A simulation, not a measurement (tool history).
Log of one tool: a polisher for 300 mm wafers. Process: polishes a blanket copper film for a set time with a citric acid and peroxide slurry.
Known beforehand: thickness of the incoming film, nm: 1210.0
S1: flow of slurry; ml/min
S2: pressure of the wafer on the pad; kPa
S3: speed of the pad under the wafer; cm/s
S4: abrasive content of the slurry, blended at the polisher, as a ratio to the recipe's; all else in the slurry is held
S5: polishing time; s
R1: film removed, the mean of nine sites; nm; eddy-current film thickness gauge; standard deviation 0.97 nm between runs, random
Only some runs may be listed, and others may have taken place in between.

run  hour   S1    S2   S3   S4  S5      R1
  1     0  190  22.1  120    1  38  126.94
  2   5.3  195  22.1  120    1  38     128
  3   6.6  200  22.1  120    1  38   128.6
  4   7.4  200  22.1   92    1  38  100.66
  5  13.7  200  22.1   92    1  34  90.385
  6  16.9  200  22.1   92  0.9  34  87.663
  7  23.7  205  23.4   92  0.9  34  93.095
  8  30.4  205  24.8   92  0.9  34   98.63
  9  33.1  205  25.5   92  0.9  34  101.71
 10    36  205  26.2   92  0.9  34  104.87

Run 11 has not been measured yet. What should we expect?
 11  38.1  240  32.4  92  0.9  34   ?

{"run 11": {"R1": 130.35}}
